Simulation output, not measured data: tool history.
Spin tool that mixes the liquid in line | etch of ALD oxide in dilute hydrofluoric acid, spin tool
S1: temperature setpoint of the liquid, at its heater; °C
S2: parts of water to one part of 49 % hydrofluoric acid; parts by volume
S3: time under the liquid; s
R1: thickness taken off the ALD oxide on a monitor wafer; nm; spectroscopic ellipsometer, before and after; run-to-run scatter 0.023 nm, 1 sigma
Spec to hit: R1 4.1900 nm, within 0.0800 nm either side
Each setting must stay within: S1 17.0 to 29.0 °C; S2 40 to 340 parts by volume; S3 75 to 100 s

| run | hour | S1 | S2 | S3 | R1 |
|---|---|---|---|---|---|
| 1 | 0.0 | 21.0 | 190 | 100 | 5.5157 |
| 2 | 2.9 | 20.0 | 195 | 100 | 5.1501 |
| 3 | 5.1 | 20.0 | 195 | 100 | 5.1404 |
| 4 | 12.4 | 20.0 | 195 | 100 | 5.1523 |
| 5 | 19.7 | 19.5 | 200 | 100 | 4.9137 |
|  | 22.2 | thermometer replaced |
| 6 | 22.2 | 19.0 | 205 | 100 | 4.4383 |
| 7 | 26.1 | 18.5 | 205 | 100 | 4.3881 |
| 8 | 34.5 | 18.0 | 205 | 100 | 4.3420 |

Which one of the following 4 next-run settings gets every result inside its allowed miss? There is exactly one.
| A | 42.9 | 20.0 | 190 | 85 | ? |
| B | 42.9 | 19.0 | 215 | 100 | ? |
| C | 42.9 | 17.5 | 190 | 95 | ? |
| D | 42.9 | 19.5 | 220 | 95 | ? |

| move | R1 |
|---|---|
| A | 4.3097 |
| B | 4.2072 |
| C | 4.3653 |
| D | 3.9632 |
A: nearer the targets than the last run, but a result is still out of spec
B: in spec on every target
C: the biggest miss grows against the last run
D: takes the biggest miss from the last run beyond its target
So the answer is move B, the one that meets all the targets.

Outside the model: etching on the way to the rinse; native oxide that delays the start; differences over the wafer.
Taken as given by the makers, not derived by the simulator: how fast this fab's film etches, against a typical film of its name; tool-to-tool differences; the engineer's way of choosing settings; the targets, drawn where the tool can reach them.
